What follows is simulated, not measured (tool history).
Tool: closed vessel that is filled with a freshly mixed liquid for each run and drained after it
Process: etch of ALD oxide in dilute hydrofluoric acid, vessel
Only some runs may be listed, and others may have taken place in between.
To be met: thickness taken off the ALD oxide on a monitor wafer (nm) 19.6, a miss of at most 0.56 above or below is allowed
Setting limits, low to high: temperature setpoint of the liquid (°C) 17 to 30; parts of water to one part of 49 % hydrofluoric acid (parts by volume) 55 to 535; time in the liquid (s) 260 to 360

run,day,temperature setpoint of the liquid (°C),parts of water to one part of 49 % hydrofluoric acid (parts by volume),time in the liquid (s),thickness taken off the ALD oxide on a monitor wafer (nm)
1,0,22,295,360,15.386
2,0.05,23,295,360,16.11
3,0.167,23,390,360,11.174
4,0.512,24,375,360,12.322
5,0.892,24,415,360,10.599
6,1.083,22,415,360,9.9092
7,1.325,23.5,395,360,11.113
8,1.671,27.5,275,360,20.5

Exactly one of the 4 candidate moves below puts every result within its allowed miss. Which one?
A,2.017,27,295,360,?
B,2.017,27,260,360,?
C,2.017,27.5,285,360,?
D,2.017,28,305,360,?

move,thickness taken off the ALD oxide on a monitor wafer (nm)
A,18.475
B,21.753
C,19.652
D,18.281
A: the result that was furthest off in the last run now lies on the other side of its target
B: the biggest miss grows against the last run
C: every result within its allowed miss
D: the result that was furthest off in the last run now lies on the other side of its target
Move C is the one to make.

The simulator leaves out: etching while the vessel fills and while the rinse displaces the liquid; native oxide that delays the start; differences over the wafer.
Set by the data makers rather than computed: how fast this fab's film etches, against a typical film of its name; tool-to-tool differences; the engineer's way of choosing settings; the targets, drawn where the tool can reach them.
